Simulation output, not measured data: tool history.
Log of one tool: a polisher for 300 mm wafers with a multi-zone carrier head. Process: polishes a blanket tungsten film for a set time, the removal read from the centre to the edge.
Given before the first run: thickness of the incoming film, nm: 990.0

run	hour	flow of slurry (ml/min)	pressure of the head's centre zone	pressure of the head's middle zone	pressure of the head's edge zone	abrasive content of the slurry	polishing time (s)	film removed at the wafer's centre (angstrom)	film removed at mid-radius (angstrom)	film removed at the wafer's edge (angstrom)
1	0.0	290	1.00	1.00	1.00	1.00	36	1606.4	1633.9	1629.2
2	6.1	290	1.05	1.00	1.00	1.00	36	1678.0	1634.9	1597.7
3	9.6	290	1.05	1.01	0.96	0.85	34	1495.5	1471.0	1449.7
4	10.4	290	1.05	1.01	0.96	0.70	34	1448.2	1423.5	1389.8
5	14.8	290	1.05	1.01	0.96	0.50	34	1354.9	1314.9	1264.2
6	16.9	290	1.05	1.01	1.01	0.50	34	1344.4	1330.2	1295.7
7	21.4	290	1.05	1.03	0.97	0.50	32	1279.3	1261.1	1226.7
8	27.2	295	1.06	1.07	0.93	0.50	30	1189.4	1222.6	1118.7
9	35.3	290	1.06	1.07	0.90	0.50	30	1193.7	1208.3	1107.3
10	37.9	290	1.06	1.07	0.90	0.50	30	1201.8	1209.5	1077.9

Expected results for the next run?
11	46.6	280	1.05	1.07	0.89	0.50	30	?	?	?

film removed at the wafer's centre (angstrom): 1174.8
film removed at mid-radius (angstrom): 1211.2
film removed at the wafer's edge (angstrom): 1081.0

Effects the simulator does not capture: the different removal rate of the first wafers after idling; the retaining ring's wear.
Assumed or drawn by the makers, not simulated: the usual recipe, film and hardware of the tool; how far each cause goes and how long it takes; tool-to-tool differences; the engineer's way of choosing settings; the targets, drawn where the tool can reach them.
